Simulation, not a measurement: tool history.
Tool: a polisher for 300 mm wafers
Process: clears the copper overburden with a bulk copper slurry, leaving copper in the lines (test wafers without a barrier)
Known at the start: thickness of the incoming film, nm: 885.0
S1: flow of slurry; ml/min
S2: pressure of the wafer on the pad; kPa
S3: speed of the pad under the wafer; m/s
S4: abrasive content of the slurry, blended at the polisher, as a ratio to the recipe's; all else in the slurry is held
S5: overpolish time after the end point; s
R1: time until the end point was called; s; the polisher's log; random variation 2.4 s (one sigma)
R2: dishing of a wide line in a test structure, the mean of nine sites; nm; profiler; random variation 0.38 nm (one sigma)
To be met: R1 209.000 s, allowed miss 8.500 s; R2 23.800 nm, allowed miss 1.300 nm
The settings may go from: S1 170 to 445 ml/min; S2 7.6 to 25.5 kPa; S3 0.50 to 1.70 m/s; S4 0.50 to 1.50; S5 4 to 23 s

run 1 day=0.000 | S1=285 S2=16.5 S3=1.10 S4=1.00 S5=12 | R1=95.683 R2=60.962
run 2 day=0.083 | S1=285 S2=15.2 S3=1.04 S4=1.00 S5=11 | R1=104.380 R2=50.728
run 3 day=0.183 | S1=285 S2=13.8 S3=0.96 S4=1.00 S5=11 | R1=120.840 R2=45.990
run 4 day=0.558 | S1=285 S2=13.8 S3=0.96 S4=0.90 S5=11 | R1=120.370 R2=45.542
run 5 day=0.717 | S1=285 S2=12.4 S3=0.90 S4=0.90 S5=11 | R1=135.140 R2=41.764
run 6 day=0.967 | S1=285 S2=11.7 S3=0.84 S4=0.90 S5=10 | R1=147.140 R2=36.334
run 7 day=1.000 | S1=285 S2=11.0 S3=0.80 S4=0.90 S5=10 | R1=160.220 R2=33.518
run 8 day=1.154 | S1=285 S2=10.3 S3=0.78 S4=0.90 S5=10 | R1=163.560 R2=32.322
run 9 day=1.283 | S1=285 S2=7.6 S3=0.62 S4=0.90 S5=8 | R1=226.690 R2=19.374
run 10 day=1.475 | S1=280 S2=8.3 S3=0.62 S4=0.90 S5=9 | R1=220.660 R2=22.675
run 11 day=1.654 | S1=285 S2=8.3 S3=0.62 S4=0.90 S5=9 | R1=217.430 R2=22.450

5 next moves are on the table. One of them brings every result within its allowed miss. Which?
run A day=1.833 | S1=215 S2=11.0 S3=0.62 S4=0.65 S5=9 | R1=? R2=?
run B day=1.833 | S1=220 S2=7.6 S3=0.72 S4=0.65 S5=11 | R1=? R2=?
run C day=1.833 | S1=255 S2=8.3 S3=0.54 S4=0.85 S5=11 | R1=? R2=?
run D day=1.833 | S1=215 S2=7.6 S3=0.66 S4=0.90 S5=9 | R1=? R2=?
run E day=1.833 | S1=240 S2=8.3 S3=0.66 S4=0.60 S5=10 | R1=? R2=?

move=A R1=206.890 R2=23.287
move=B R1=217.910 R2=26.276
move=C R1=246.420 R2=23.646
move=D R1=221.850 R2=21.672
move=E R1=225.330 R2=23.525
A: meets every target
B: takes the result that was furthest off past its target
C: brings the result that was furthest off to its target, and leaves another outside
D: further off than the last run
E: brings the result that was furthest off to its target, and leaves another outside
Answer: A

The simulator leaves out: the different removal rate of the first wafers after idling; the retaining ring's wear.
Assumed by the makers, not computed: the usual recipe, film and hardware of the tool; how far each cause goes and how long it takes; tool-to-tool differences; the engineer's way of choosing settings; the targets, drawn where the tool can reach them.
